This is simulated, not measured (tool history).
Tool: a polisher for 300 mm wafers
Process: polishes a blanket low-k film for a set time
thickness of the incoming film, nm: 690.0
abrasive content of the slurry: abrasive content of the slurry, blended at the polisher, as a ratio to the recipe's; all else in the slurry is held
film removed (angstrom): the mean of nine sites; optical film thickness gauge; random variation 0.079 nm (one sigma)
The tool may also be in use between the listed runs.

run	day	flow of slurry (ml/min)	pressure of the wafer on the pad (kPa)	speed of the pad under the wafer (cm/s)	abrasive content of the slurry	polishing time (s)	film removed (angstrom)
1	0	125	14.5	114	1	30	180.97
2	0.171	120	13.1	114	1	30	162.82
3	0.292	120	14.5	114	1	30	179.01
4	0.6	115	13.1	114	1	30	161.05
5	0.675	115	13.1	114	0.85	30	143.13
6	0.738	115	13.1	114	0.85	30	143.38
7	0.912	110	12.4	114	0.85	30	134.72
8	0.954	105	11.7	114	0.85	30	127.95
9	1.071	100	11.7	114	0.85	30	129.09
10	1.358	100	11	114	0.85	30	120.45
11	1.429	95	11	114	0.85	30	119.78

Forecast run 12:
12	1.7	90	11	114	0.85	30	?

Run 12 gave film removed (angstrom) 118.52.

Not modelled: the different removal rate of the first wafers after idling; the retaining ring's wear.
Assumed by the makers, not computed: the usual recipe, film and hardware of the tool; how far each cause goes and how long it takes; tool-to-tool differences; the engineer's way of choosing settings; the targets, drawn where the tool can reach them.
